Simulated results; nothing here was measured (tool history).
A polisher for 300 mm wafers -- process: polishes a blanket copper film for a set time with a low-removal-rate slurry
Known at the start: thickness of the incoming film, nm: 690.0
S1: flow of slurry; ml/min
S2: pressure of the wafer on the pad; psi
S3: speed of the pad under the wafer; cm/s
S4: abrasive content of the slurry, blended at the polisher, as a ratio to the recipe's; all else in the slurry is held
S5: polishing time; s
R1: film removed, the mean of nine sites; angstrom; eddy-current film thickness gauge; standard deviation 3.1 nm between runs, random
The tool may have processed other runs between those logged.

run	hour	S1	S2	S3	S4	S5	R1
1	0.0	245	2.3	122	1.0	111	3276.8
2	3.0	245	2.3	122	1.1	111	3367.1
3	6.3	245	2.3	148	1.1	111	3984.3
4	13.8	245	1.9	144	1.1	111	3172.8
5	18.6	220	1.9	144	1.1	111	3204.8
6	21.7	220	1.7	142	1.1	111	2806.4
7	22.6	220	1.5	142	1.1	111	2459.8

Predict the results of run 8:
8	25.3	220	1.4	142	1.1	111	?

{"run 8": {"R1": 2354.2}}
